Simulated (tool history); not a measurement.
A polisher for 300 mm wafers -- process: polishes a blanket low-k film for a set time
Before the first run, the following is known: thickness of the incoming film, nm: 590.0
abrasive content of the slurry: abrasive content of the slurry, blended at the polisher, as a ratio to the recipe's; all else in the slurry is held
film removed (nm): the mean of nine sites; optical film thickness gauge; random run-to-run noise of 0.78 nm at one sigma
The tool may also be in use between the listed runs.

run,day,flow of slurry (ml/min),pressure of the wafer on the pad (kPa),speed of the pad under the wafer (m/s),abrasive content of the slurry,polishing time (s),film removed (nm)
1,0,220,16.5,0.8,1,117,49.266
2,0.15,220,16.5,0.8,1,117,48.665
3,0.483,220,18.6,0.8,1,117,53.938
4,0.575,220,18.6,0.9,1,117,59.08
5,0.671,220,18.6,0.7,1,117,49.284
6,0.958,220,18.6,0.7,1,117,49.486
7,1.075,220,20,0.72,1,117,54.01

Estimate the outcome of run 8 from the log above:
8,1.192,225,24.1,0.8,1,117,?

{"run 8": {"film removed (nm)": 68.019}}
